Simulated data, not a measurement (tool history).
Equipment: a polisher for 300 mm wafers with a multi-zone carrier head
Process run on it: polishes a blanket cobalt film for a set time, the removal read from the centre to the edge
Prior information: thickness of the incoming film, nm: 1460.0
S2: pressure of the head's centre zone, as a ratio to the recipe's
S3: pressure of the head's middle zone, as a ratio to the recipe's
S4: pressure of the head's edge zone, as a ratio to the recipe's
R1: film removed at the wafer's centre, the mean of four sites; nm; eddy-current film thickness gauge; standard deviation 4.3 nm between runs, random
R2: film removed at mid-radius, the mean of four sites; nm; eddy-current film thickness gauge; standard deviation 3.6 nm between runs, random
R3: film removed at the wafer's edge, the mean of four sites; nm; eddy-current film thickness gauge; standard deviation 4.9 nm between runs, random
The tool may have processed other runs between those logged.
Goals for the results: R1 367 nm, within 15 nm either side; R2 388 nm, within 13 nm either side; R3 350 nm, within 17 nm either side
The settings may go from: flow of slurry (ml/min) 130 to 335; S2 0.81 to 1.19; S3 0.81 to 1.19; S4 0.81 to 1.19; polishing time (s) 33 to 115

{"run": 1, "hour": 0.0, "flow of slurry (ml/min)": 215, "S2": 1, "S3": 1, "S4": 1, "polishing time (s)": 73, "R1": 268.61, "R2": 239.53, "R3": 237.68}
{"run": 2, "hour": 4.5, "flow of slurry (ml/min)": 260, "S2": 1, "S3": 1, "S4": 1, "polishing time (s)": 73, "R1": 268.07, "R2": 247.99, "R3": 244.29}
{"run": 3, "hour": 9.1, "flow of slurry (ml/min)": 265, "S2": 1, "S3": 1.02, "S4": 1.01, "polishing time (s)": 75, "R1": 277.19, "R2": 254.94, "R3": 254.77}
{"run": 4, "hour": 12.6, "flow of slurry (ml/min)": 310, "S2": 1, "S3": 1.02, "S4": 1.01, "polishing time (s)": 75, "R1": 283.26, "R2": 265.26, "R3": 257.77}
{"run": 5, "hour": 16.5, "flow of slurry (ml/min)": 280, "S2": 1, "S3": 1.02, "S4": 1.01, "polishing time (s)": 75, "R1": 281.45, "R2": 255.33, "R3": 251.07}
{"run": 6, "hour": 19.7, "flow of slurry (ml/min)": 280, "S2": 1.05, "S3": 1.02, "S4": 1.01, "polishing time (s)": 75, "R1": 298.86, "R2": 254.92, "R3": 258.5}
{"run": 7, "hour": 24.2, "flow of slurry (ml/min)": 285, "S2": 1.04, "S3": 1.04, "S4": 1.01, "polishing time (s)": 78, "R1": 305.85, "R2": 270.12, "R3": 257.23}
{"run": 8, "hour": 30.5, "flow of slurry (ml/min)": 290, "S2": 1.03, "S3": 1.04, "S4": 1.02, "polishing time (s)": 81, "R1": 317.71, "R2": 284.79, "R3": 275.67}
{"run": 9, "hour": 34.0, "flow of slurry (ml/min)": 295, "S2": 1.02, "S3": 1.05, "S4": 1.03, "polishing time (s)": 83, "R1": 319.8, "R2": 294.32, "R3": 283.14}
{"run": 10, "hour": 34.8, "flow of slurry (ml/min)": 295, "S2": 1.01, "S3": 1.06, "S4": 1.04, "polishing time (s)": 85, "R1": 329.26, "R2": 305.14, "R3": 295.05}
{"run": 11, "hour": 35.8, "flow of slurry (ml/min)": 295, "S2": 1, "S3": 1.07, "S4": 1.04, "polishing time (s)": 86, "R1": 318.47, "R2": 312.75, "R3": 291.43}

Exactly one of the 4 candidate moves below puts every result within its allowed miss. Which one?
{"run": "A", "hour": 36.8, "flow of slurry (ml/min)": 335, "S2": 1.08, "S3": 1.19, "S4": 1.01, "polishing time (s)": 89, "R1": "?", "R2": "?", "R3": "?"}
{"run": "B", "hour": 36.8, "flow of slurry (ml/min)": 310, "S2": 1.11, "S3": 1.19, "S4": 0.91, "polishing time (s)": 98, "R1": "?", "R2": "?", "R3": "?"}
{"run": "C", "hour": 36.8, "flow of slurry (ml/min)": 310, "S2": 0.93, "S3": 1.1, "S4": 0.98, "polishing time (s)": 104, "R1": "?", "R2": "?", "R3": "?"}
{"run": "D", "hour": 36.8, "flow of slurry (ml/min)": 300, "S2": 0.98, "S3": 1.06, "S4": 1.1, "polishing time (s)": 98, "R1": "?", "R2": "?", "R3": "?"}

move=A R1=360.71 R2=352.79 R3=300.7
move=B R1=405.7 R2=386.29 R3=313.83
move=C R1=360.46 R2=383.79 R3=345.24
move=D R1=356.88 R2=349.53 R3=343.9
A: better than the last run, though not everything is in spec
B: brings the last run's worst result on target, with another outside its allowed miss
C: in spec on every target
D: better than the last run, though not everything is in spec
Move C is the one to make.
